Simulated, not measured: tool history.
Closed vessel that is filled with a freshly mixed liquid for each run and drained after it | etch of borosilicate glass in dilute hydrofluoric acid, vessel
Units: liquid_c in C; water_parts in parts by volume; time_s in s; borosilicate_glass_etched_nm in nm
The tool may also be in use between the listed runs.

Run 1, hour 0.0: liquid_c 23.0 C, water_parts 95 parts by volume, time_s 40 s. Result: borosilicate_glass_etched_nm 8.2476 nm.
Run 2, hour 6.4: liquid_c 22.5 C, water_parts 100 parts by volume, time_s 40 s. Result: borosilicate_glass_etched_nm 7.6034 nm.
Run 3, hour 9.0: liquid_c 22.5 C, water_parts 100 parts by volume, time_s 30 s. Result: borosilicate_glass_etched_nm 5.7613 nm.
Run 4, hour 14.6: liquid_c 21.5 C, water_parts 100 parts by volume, time_s 30 s. Result: borosilicate_glass_etched_nm 5.4783 nm.
Run 5, hour 22.0: liquid_c 25.0 C, water_parts 100 parts by volume, time_s 30 s. Result: borosilicate_glass_etched_nm 6.4725 nm.
Run 6, hour 29.4: liquid_c 24.5 C, water_parts 100 parts by volume, time_s 30 s. Result: borosilicate_glass_etched_nm 6.3121 nm.

Forecast run 7:
Run 7, hour 37.4: liquid_c 24.0 C, water_parts 100 parts by volume, time_s 30 s. Result: borosilicate_glass_etched_nm ?.

{"run 7": {"borosilicate_glass_etched_nm": 6.1308}}
